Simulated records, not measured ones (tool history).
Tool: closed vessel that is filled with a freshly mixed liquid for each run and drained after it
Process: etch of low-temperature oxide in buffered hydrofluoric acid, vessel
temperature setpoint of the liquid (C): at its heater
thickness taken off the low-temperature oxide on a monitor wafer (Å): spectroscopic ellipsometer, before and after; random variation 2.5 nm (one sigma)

| run | hour | temperature setpoint of the liquid (C) | parts of 40 % ammonium fluoride to one part of 49 % hydrofluoric acid (parts by volume) | time in the liquid (s) | thickness taken off the low-temperature oxide on a monitor wafer (Å) |
|---|---|---|---|---|---|
| 1 | 0 | 24 | 8.5 | 35 | 1855.2 |
| 2 | 3.5 | 26 | 8 | 35 | 2198.4 |
| 3 | 8.8 | 26 | 6 | 35 | 2934.8 |
| 4 | 13.6 | 24.5 | 6 | 35 | 2715.1 |
| 5 | 17.9 | 27 | 6 | 35 | 3057.4 |
| 6 | 24.3 | 25.5 | 6 | 35 | 2843.5 |
| 7 | 27.1 | 27 | 6 | 35 | 3068.7 |

The next listed run, before its measurement:
| 8 | 34.1 | 28 | 6 | 35 | ? |

Run 8 gave thickness taken off the low-temperature oxide on a monitor wafer (Å) 3258.8.
